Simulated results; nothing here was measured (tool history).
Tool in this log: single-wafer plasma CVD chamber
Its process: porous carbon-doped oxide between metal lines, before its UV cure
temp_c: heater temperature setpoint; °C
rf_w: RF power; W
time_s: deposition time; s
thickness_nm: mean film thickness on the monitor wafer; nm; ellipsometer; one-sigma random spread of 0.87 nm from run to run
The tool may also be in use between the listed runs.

{"run": 1, "day": 0.0, "temp_c": 325, "rf_w": 675, "time_s": 21.9, "thickness_nm": 125.65}
{"run": 2, "day": 0.292, "temp_c": 331, "rf_w": 675, "time_s": 21.9, "thickness_nm": 121.41}
{"run": 3, "day": 0.562, "temp_c": 331, "rf_w": 600, "time_s": 21.9, "thickness_nm": 110.92}
{"run": 4, "day": 0.7, "temp_c": 331, "rf_w": 570, "time_s": 21.9, "thickness_nm": 105.94}
{"run": 5, "day": 0.854, "temp_c": 331, "rf_w": 530, "time_s": 21.9, "thickness_nm": 99.316}
{"run": 6, "day": 0.954, "temp_c": 329, "rf_w": 565, "time_s": 22, "thickness_nm": 106.67}
{"run": 7, "day": 1.071, "temp_c": 327, "rf_w": 595, "time_s": 22.1, "thickness_nm": 113.65}
{"run": 8, "day": 1.158, "temp_c": 325, "rf_w": 615, "time_s": 22.1, "thickness_nm": 117.88}
{"run": 9, "day": 1.317, "temp_c": 323, "rf_w": 635, "time_s": 22.1, "thickness_nm": 122.42}
{"run": 10, "day": 1.425, "temp_c": 321, "rf_w": 655, "time_s": 22.1, "thickness_nm": 125.91}
{"run": 11, "day": 1.583, "temp_c": 320, "rf_w": 675, "time_s": 22.1, "thickness_nm": 130.17}
{"run": 12, "day": 1.696, "temp_c": 319, "rf_w": 690, "time_s": 22.1, "thickness_nm": 131.82}
{"run": 13, "day": 2.021, "temp_c": 318, "rf_w": 705, "time_s": 22.1, "thickness_nm": 136.73}

Predict the results of run 14:
{"run": 14, "day": 2.217, "temp_c": 317, "rf_w": 715, "time_s": 22.1, "thickness_nm": "?"}

Run 14 produced thickness_nm 138.29 nm.

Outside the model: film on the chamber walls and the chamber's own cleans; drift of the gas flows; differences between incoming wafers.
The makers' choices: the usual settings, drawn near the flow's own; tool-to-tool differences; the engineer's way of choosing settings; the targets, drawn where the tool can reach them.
